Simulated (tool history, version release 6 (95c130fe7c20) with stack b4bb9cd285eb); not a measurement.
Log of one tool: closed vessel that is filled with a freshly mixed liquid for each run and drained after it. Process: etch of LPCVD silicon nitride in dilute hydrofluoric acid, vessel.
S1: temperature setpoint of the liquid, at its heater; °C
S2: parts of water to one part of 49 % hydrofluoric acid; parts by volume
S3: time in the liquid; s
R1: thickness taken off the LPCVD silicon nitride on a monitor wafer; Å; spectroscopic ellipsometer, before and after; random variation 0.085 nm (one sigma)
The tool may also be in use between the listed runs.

run	day	S1	S2	S3	R1
1	0.000	24.0	60	2700	283.45
2	0.079	21.5	70	2700	204.91
3	0.196	20.0	75	2700	171.76
4	0.525	20.0	75	2700	170.59
5	0.650	19.0	80	2700	152.76
6	0.892	18.5	85	2700	137.83
7	1.029	18.0	85	2700	131.82

Run 8 comes next. What will it give?
8	1.112	17.5	85	2700	?

Run 8 gave R1 128.34 Å.
